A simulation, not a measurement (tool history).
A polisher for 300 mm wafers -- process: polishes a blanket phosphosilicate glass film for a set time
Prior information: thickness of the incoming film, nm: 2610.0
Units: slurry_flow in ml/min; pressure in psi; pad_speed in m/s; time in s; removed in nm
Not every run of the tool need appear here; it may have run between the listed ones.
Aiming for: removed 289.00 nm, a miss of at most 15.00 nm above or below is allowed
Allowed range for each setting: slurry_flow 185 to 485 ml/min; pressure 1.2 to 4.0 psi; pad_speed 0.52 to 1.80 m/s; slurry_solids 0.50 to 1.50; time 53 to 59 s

run,hour,slurry_flow,pressure,pad_speed,slurry_solids,time,removed
1,0.0,310,2.6,1.16,1.00,59,513.20
2,1.2,310,2.4,1.14,1.00,59,470.73
3,7.0,310,2.4,1.40,1.00,59,539.15
4,8.5,340,2.4,1.40,1.00,59,548.74
5,11.5,340,2.3,1.36,1.00,59,524.69
6,15.0,340,2.2,1.32,1.00,59,484.83
7,23.5,340,2.1,1.30,1.00,59,462.83
8,31.8,340,2.0,1.28,1.00,59,435.46
9,34.2,340,1.9,1.26,1.00,59,421.85
10,38.7,340,1.2,1.02,0.95,58,258.07

Which of these 4 next moves meets every target?
A,43.2,335,1.3,1.10,0.95,57,?
B,43.2,315,1.3,1.14,0.75,58,?
C,43.2,330,1.3,1.02,0.85,54,?
D,43.2,375,1.3,0.70,1.25,54,?

move,removed
A,286.59
B,264.78
C,244.72
D,230.76
A: all results land within tolerance of their targets
B: an improvement on the last run, though not all results are within tolerance
C: the biggest miss grows against the last run
D: the biggest miss grows against the last run
The right move is A.
